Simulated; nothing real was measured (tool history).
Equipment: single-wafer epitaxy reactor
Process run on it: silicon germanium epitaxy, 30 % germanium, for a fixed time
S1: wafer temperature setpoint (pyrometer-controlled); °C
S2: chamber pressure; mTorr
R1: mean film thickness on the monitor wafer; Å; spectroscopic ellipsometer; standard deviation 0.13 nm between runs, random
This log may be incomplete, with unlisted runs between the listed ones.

Run 1, day 0: S1 600 °C, S2 18100 mTorr. Result: R1 580.52 Å.
Run 2, day 0.233: S1 589 °C, S2 18100 mTorr. Result: R1 456.5 Å.
Run 3, day 0.383: S1 589 °C, S2 15500 mTorr. Result: R1 426.87 Å.
Run 4, day 0.592: S1 579 °C, S2 15500 mTorr. Result: R1 343.39 Å.
Run 5, day 0.788: S1 579 °C, S2 17400 mTorr. Result: R1 362.18 Å.
Run 6, day 1.067: S1 589 °C, S2 17400 mTorr. Result: R1 450.21 Å.
Run 7, day 1.217: S1 590 °C, S2 17400 mTorr. Result: R1 458.78 Å.
Run 8, day 1.475: S1 591 °C, S2 17400 mTorr. Result: R1 468.69 Å.
Run 9, day 1.742: S1 592 °C, S2 17400 mTorr. Result: R1 481.1 Å.

The next listed run, before its measurement:
Run 10, day 1.896: S1 598 °C, S2 17500 mTorr. Result: R1 ?.

Run 10 yielded R1 544.37 Å.
